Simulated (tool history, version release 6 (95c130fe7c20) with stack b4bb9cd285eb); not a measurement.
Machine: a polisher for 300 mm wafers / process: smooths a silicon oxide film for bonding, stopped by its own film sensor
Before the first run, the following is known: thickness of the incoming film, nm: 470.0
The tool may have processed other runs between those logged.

run,hour,flow of slurry (ml/min),pressure of the wafer on the pad (psi),speed of the pad under the wafer (cm/s),abrasive content of the slurry,target thickness at which the film sensor stops the polish (nm),time until the film sensor stopped the polish (s)
1,0.0,235,1.5,104,1.00,431,84.517
2,6.7,235,1.3,104,1.00,431,96.350
3,12.9,235,1.1,104,1.00,431,115.080
4,21.8,235,1.4,104,1.00,431,91.143
5,26.1,235,1.4,104,1.15,431,86.934
6,34.5,235,1.4,104,1.15,435,79.407
7,35.6,235,1.3,100,1.15,435,84.828
8,38.1,235,1.3,100,1.15,435,88.209
9,45.6,235,1.2,96,1.15,435,95.873

Forecast run 10:
10,54.5,235,1.2,92,1.15,435,?

Run 10 gave time until the film sensor stopped the polish (s) 98.231.
